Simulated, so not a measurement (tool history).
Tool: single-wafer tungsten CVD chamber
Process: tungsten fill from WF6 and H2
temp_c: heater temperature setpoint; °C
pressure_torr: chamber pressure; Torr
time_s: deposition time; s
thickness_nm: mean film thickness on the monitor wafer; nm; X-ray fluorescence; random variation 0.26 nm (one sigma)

run	hour	temp_c	pressure_torr	time_s	thickness_nm
1	0	385	48.3	34.1	92.28
2	1.9	385	51.6	34.1	95.602
3	7.7	385	51.6	35.2	98.632
4	15.1	382	51.5	35.2	92.186
5	22.7	376	51.5	35.2	82.214
6	31.6	375	51.4	35.2	80.532

The next listed run, before its measurement:
7	33.6	374	51.4	35.2	?

Run 7 gave thickness_nm 78.908 nm.
